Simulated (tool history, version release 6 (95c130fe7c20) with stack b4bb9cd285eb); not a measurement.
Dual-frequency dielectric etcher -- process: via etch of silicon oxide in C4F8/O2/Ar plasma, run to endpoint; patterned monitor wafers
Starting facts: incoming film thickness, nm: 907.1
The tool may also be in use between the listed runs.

run,day,source power (W),bias power (W),endpoint time (s)
1,0,1930,1890,176.39
2,0.058,1810,1822,184.8
3,0.296,1620,1822,193.01
4,0.671,1620,1522,202.39
5,0.862,1620,1314,211.06
6,0.921,1620,1476,203.64
7,1.212,1580,1465,205.58
8,1.25,1280,1372,230.54
9,1.55,1280,1372,229.36
10,1.629,1300,1377,228.12
11,1.871,1320,1381,227.12

What does the tool deliver on the next run?
12,2.179,1340,1385,?

endpoint time (s): 225.47
